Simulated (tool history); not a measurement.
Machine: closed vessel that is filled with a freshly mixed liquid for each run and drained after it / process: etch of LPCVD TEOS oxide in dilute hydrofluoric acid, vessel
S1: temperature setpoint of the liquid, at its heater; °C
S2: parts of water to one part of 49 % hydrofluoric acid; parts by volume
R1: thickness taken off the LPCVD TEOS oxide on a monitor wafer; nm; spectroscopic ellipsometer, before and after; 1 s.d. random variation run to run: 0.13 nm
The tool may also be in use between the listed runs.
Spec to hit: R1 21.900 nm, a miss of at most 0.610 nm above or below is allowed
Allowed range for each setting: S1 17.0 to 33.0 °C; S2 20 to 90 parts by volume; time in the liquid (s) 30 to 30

run 1 hour=0.0 | S1=25.0 S2=50 time_in_the_liquid_(s)=30 | R1=16.085
run 2 hour=3.1 | S1=26.0 S2=50 time_in_the_liquid_(s)=30 | R1=16.833
run 3 hour=7.5 | S1=26.0 S2=35 time_in_the_liquid_(s)=30 | R1=24.296
run 4 hour=9.0 | S1=26.0 S2=35 time_in_the_liquid_(s)=30 | R1=24.638
run 5 hour=14.2 | S1=26.0 S2=35 time_in_the_liquid_(s)=30 | R1=24.195
run 6 hour=16.7 | S1=26.0 S2=25 time_in_the_liquid_(s)=30 | R1=34.942
run 7 hour=25.6 | S1=22.0 S2=30 time_in_the_liquid_(s)=30 | R1=24.477
run 8 hour=29.3 | S1=21.5 S2=30 time_in_the_liquid_(s)=30 | R1=23.843
run 9 hour=33.9 | S1=21.5 S2=30 time_in_the_liquid_(s)=30 | R1=24.029
run 10 hour=36.7 | S1=21.0 S2=30 time_in_the_liquid_(s)=30 | R1=23.448
run 11 hour=45.3 | S1=20.5 S2=30 time_in_the_liquid_(s)=30 | R1=22.816

Exercise: of the 5 proposed moves below, exactly one satisfies all targets within the stated allowed misses. Which move is it?
run A hour=53.9 | S1=22.0 S2=35 time_in_the_liquid_(s)=30 | R1=?
run B hour=53.9 | S1=21.5 S2=30 time_in_the_liquid_(s)=30 | R1=?
run C hour=53.9 | S1=17.5 S2=30 time_in_the_liquid_(s)=30 | R1=?
run D hour=53.9 | S1=21.5 S2=35 time_in_the_liquid_(s)=30 | R1=?
run E hour=53.9 | S1=19.5 S2=30 time_in_the_liquid_(s)=30 | R1=?

move=A R1=20.748
move=B R1=23.848
move=C R1=20.058
move=D R1=20.313
move=E R1=21.885
A: the result that was furthest off in the last run now lies on the other side of its target
B: its largest miss is bigger than the last run's
C: the result that was furthest off in the last run now lies on the other side of its target
D: the result that was furthest off in the last run now lies on the other side of its target
E: hits every target within its allowed miss
The move that meets every target is E.

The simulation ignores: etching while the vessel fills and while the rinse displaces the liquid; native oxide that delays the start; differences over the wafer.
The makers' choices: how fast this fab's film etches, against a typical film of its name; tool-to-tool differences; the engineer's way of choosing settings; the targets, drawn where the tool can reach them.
